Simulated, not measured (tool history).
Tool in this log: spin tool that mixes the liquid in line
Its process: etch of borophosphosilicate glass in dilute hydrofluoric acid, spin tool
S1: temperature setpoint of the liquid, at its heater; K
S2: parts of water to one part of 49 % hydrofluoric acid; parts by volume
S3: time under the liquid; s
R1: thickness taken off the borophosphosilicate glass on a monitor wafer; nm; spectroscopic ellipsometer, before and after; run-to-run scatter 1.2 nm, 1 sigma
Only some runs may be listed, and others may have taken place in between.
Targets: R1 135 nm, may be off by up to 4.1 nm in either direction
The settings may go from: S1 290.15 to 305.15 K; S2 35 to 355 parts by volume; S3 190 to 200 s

{"run": 1, "hour": 0.0, "S1": 297.15, "S2": 195, "S3": 190, "R1": 61.439}
{"run": 2, "hour": 1.6, "S1": 297.15, "S2": 240, "S3": 190, "R1": 47.911}
{"run": 3, "hour": 2.8, "S1": 297.15, "S2": 275, "S3": 190, "R1": 40.028}
{"run": 4, "hour": 4.5, "S1": 297.15, "S2": 325, "S3": 190, "R1": 32.047}
{"run": 5, "hour": 7.1, "S1": 294.15, "S2": 325, "S3": 190, "R1": 29.353}
{"run": 6, "hour": 13.4, "S1": 294.15, "S2": 325, "S3": 190, "R1": 29.191}
{"run": 7, "hour": 14.1, "S1": 295.15, "S2": 295, "S3": 190, "R1": 33.927}
{"run": 8, "hour": 20.8, "S1": 296.15, "S2": 270, "S3": 190, "R1": 39.69}
{"run": 9, "hour": 23.8, "S1": 297.15, "S2": 245, "S3": 190, "R1": 46.245}
{"hour": 32.2, "done": "hydrofluoric acid flow meter replaced"}
{"run": 10, "hour": 32.2, "S1": 298.15, "S2": 220, "S3": 190, "R1": 49.506}
{"run": 11, "hour": 40.7, "S1": 297.65, "S2": 195, "S3": 190, "R1": 55.878}
{"run": 12, "hour": 47.9, "S1": 298.65, "S2": 175, "S3": 190, "R1": 65.434}
{"run": 13, "hour": 55.0, "S1": 298.65, "S2": 155, "S3": 190, "R1": 76.936}
{"run": 14, "hour": 63.7, "S1": 298.65, "S2": 145, "S3": 190, "R1": 83.171}
{"run": 15, "hour": 66.2, "S1": 298.65, "S2": 135, "S3": 190, "R1": 89.513}
{"run": 16, "hour": 70.5, "S1": 298.65, "S2": 125, "S3": 190, "R1": 98.833}
{"run": 17, "hour": 77.0, "S1": 298.15, "S2": 120, "S3": 190, "R1": 101.86}
{"run": 18, "hour": 85.3, "S1": 297.15, "S2": 120, "S3": 190, "R1": 99.316}
{"run": 19, "hour": 94.0, "S1": 297.15, "S2": 115, "S3": 190, "R1": 103.13}

Which one of the following 4 next-run settings gets every result inside its allowed miss? There is exactly one.
{"run": "A", "hour": 102.7, "S1": 293.65, "S2": 90, "S3": 200, "R1": "?"}
{"run": "B", "hour": 102.7, "S1": 292.65, "S2": 80, "S3": 200, "R1": "?"}
{"run": "C", "hour": 102.7, "S1": 293.65, "S2": 145, "S3": 190, "R1": "?"}
{"run": "D", "hour": 102.7, "S1": 297.15, "S2": 100, "S3": 200, "R1": "?"}

move=A R1=122.11
move=B R1=133.31
move=C R1=67.77
move=D R1=125.09
A: an improvement on the last run, though not all results are within tolerance
B: all results in spec
C: the biggest miss grows against the last run
D: an improvement on the last run, though not all results are within tolerance
B meets every target.

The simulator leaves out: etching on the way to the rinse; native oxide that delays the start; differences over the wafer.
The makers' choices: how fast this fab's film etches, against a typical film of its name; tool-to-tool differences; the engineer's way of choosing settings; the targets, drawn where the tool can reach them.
